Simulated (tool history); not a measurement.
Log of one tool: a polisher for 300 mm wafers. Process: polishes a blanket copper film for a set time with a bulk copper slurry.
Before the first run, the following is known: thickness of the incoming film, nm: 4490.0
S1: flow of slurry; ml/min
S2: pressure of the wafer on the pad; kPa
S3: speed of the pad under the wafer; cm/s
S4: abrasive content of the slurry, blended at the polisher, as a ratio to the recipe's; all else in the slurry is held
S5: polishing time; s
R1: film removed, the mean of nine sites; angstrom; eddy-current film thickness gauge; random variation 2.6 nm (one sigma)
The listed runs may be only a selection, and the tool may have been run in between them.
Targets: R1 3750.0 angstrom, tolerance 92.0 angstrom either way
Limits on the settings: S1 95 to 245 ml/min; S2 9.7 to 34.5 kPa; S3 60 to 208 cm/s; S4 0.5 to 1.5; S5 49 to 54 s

run,hour,S1,S2,S3,S4,S5,R1
1,0.0,155,22.1,134,1.0,54,7153.0
2,1.9,155,22.1,146,1.0,54,7668.1
3,9.9,155,22.1,146,1.0,54,7650.6
4,15.0,150,20.7,144,1.0,54,7030.8
5,21.5,145,19.3,144,1.0,54,6603.6
6,25.8,140,17.9,142,1.0,54,5942.9
7,30.8,135,17.2,142,1.0,54,5723.8
8,35.7,130,16.5,142,1.0,54,5497.7
9,41.3,110,10.3,136,1.0,54,3246.8
10,47.0,115,10.3,136,1.0,54,3256.2
11,54.5,160,12.4,136,1.0,54,4161.1
12,56.6,155,12.4,136,1.0,54,4205.6
13,62.0,150,12.4,136,1.0,54,4112.5
14,70.3,145,12.4,136,1.0,54,4105.8
15,78.9,140,12.4,136,1.0,54,4109.1
16,80.0,135,12.4,136,1.0,54,4086.1
17,87.2,110,11.0,136,1.0,54,3428.5
18,90.4,115,11.0,136,1.0,54,3522.6
19,95.2,120,11.0,136,1.0,54,3543.8
20,98.8,130,11.0,136,1.0,54,3608.4

Exercise: of the 4 proposed moves below, exactly one satisfies all targets within the stated allowed misses. Which move is it?
A,102.4,130,11.7,138,0.9,54,?
B,102.4,125,11.0,142,1.0,51,?
C,102.4,110,13.8,134,1.0,50,?
D,102.4,120,12.4,128,0.9,52,?

move,R1
A,3727.3
B,3468.1
C,3884.5
D,3504.7
A: meets every target
B: further off than the last run
C: carries the result that was furthest off beyond its target, to the other side
D: further off than the last run
Answer: A
